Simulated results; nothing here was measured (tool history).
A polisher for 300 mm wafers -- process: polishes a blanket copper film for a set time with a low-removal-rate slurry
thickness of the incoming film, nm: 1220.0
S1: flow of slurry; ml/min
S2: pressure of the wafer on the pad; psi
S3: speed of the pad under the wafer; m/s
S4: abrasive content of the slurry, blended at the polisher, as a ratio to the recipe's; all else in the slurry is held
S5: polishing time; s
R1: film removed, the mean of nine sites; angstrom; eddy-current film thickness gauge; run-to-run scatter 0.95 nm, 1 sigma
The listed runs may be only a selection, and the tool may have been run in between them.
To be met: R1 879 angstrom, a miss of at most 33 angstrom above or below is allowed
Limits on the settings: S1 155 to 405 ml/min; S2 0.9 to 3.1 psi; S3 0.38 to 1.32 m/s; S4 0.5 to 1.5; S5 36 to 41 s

Run 1, hour 0: S1 260 ml/min, S2 2 psi, S3 0.84 m/s, S4 1, S5 41 s. Result: R1 586.59 angstrom.
Run 2, hour 4.8: S1 200 ml/min, S2 2 psi, S3 0.84 m/s, S4 1, S5 41 s. Result: R1 583.81 angstrom.
Run 3, hour 6: S1 200 ml/min, S2 2.2 psi, S3 0.84 m/s, S4 1, S5 41 s. Result: R1 615.14 angstrom.
Run 4, hour 13.7: S1 200 ml/min, S2 2.6 psi, S3 0.84 m/s, S4 1, S5 41 s. Result: R1 710.19 angstrom.
Run 5, hour 17.9: S1 200 ml/min, S2 2.2 psi, S3 0.84 m/s, S4 1, S5 41 s. Result: R1 624.24 angstrom.
Run 6, hour 26.9: S1 200 ml/min, S2 1.9 psi, S3 0.84 m/s, S4 1, S5 41 s. Result: R1 564.71 angstrom.
Run 7, hour 30.3: S1 200 ml/min, S2 2.2 psi, S3 0.86 m/s, S4 1, S5 41 s. Result: R1 640.94 angstrom.
Run 8, hour 39.3: S1 200 ml/min, S2 2.5 psi, S3 0.86 m/s, S4 1, S5 41 s. Result: R1 701.28 angstrom.
Run 9, hour 40.5: S1 200 ml/min, S2 2.7 psi, S3 0.88 m/s, S4 1, S5 41 s. Result: R1 757.68 angstrom.
Run 10, hour 44.3: S1 200 ml/min, S2 2.8 psi, S3 0.88 m/s, S4 1, S5 41 s. Result: R1 777.23 angstrom.
Run 11, hour 47.2: S1 200 ml/min, S2 2.9 psi, S3 0.9 m/s, S4 1, S5 41 s. Result: R1 823.53 angstrom.
Run 12, hour 50.2: S1 200 ml/min, S2 3 psi, S3 0.9 m/s, S4 1, S5 41 s. Result: R1 843.6 angstrom.
At hour 53.6: worn pad replaced by a new one.
Run 13, hour 53.6: S1 200 ml/min, S2 3.1 psi, S3 0.9 m/s, S4 1, S5 41 s. Result: R1 940.37 angstrom.

Which single option among these 4 for the next run brings every result within its allowed miss of target? Just one does.
Run A, hour 57: S1 155 ml/min, S2 3 psi, S3 0.86 m/s, S4 1.05, S5 39 s. Result: R1 ?.
Run B, hour 57: S1 155 ml/min, S2 3.1 psi, S3 1 m/s, S4 1, S5 41 s. Result: R1 ?.
Run C, hour 57: S1 200 ml/min, S2 2.8 psi, S3 0.88 m/s, S4 1.1, S5 38 s. Result: R1 ?.
Run D, hour 57: S1 180 ml/min, S2 3.1 psi, S3 0.98 m/s, S4 0.9, S5 37 s. Result: R1 ?.

move      R1
   A  809.56
   B  995.36
   C  812.98
   D  875.76
A: the result that was furthest off in the last run now lies on the other side of its target
B: the biggest miss grows against the last run
C: the result that was furthest off in the last run now lies on the other side of its target
D: meets every target
Answer: D

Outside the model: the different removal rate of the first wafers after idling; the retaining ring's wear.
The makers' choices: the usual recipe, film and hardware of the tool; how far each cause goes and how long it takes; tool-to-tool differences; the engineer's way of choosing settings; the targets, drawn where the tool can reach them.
